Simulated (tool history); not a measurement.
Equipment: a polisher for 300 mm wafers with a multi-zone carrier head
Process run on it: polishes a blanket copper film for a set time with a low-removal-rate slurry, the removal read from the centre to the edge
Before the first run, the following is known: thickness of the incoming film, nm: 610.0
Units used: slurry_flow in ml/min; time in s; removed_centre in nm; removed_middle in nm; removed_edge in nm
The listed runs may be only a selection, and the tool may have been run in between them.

run,hour,slurry_flow,centre_zone,middle_zone,edge_zone,slurry_solids,time,removed_centre,removed_middle,removed_edge
1,0,140,1,1,1,1,49,157.67,161.62,162.22
2,6.8,130,0.97,0.96,0.98,0.85,46,137.51,137.63,143.74
3,14.1,105,0.97,0.96,0.98,0.85,46,128.39,125.9,136.99
4,22.2,105,0.97,0.96,0.94,0.85,46,125.51,128.16,136.34
5,24.2,105,0.92,0.96,0.94,0.85,46,120.28,126.85,134.08
6,25.5,100,0.91,0.94,0.93,0.75,44,111.08,114.96,122.7

Run 7 is up next; what results do you expect?
7,30.4,95,0.89,0.92,0.92,0.7,44,?,?,?

removed_centre: 104.05 nm
removed_middle: 106.38 nm
removed_edge: 117.95 nm

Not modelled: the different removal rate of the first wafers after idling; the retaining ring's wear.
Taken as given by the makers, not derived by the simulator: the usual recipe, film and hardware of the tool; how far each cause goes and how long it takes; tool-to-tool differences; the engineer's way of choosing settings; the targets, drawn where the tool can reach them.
